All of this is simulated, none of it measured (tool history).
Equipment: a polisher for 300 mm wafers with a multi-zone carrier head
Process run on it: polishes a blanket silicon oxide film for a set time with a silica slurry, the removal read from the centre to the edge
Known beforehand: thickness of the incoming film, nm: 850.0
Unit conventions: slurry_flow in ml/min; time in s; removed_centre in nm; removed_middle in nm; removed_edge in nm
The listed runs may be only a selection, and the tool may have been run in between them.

run	hour	slurry_flow	centre_zone	middle_zone	edge_zone	slurry_solids	time	removed_centre	removed_middle	removed_edge
1	0	315	1	1	1	1	72	190.32	189.77	195.4
2	4	315	0.95	1	1	1	72	184.62	191.34	194.18
3	5.1	315	0.97	0.98	0.96	0.9	71	172.31	181.23	183.99
4	7.2	245	0.97	0.98	0.96	0.9	71	170.57	175.75	179.6
5	13.5	245	0.92	0.98	0.96	0.9	71	163.53	171.08	179.14
6	21	245	0.92	0.98	0.88	0.9	71	162.54	178.28	177.63

Expected results for the next run?
7	28.6	265	1.02	0.93	0.88	0.65	64	?	?	?

removed_centre: 148.16 nm
removed_middle: 137.13 nm
removed_edge: 143.87 nm
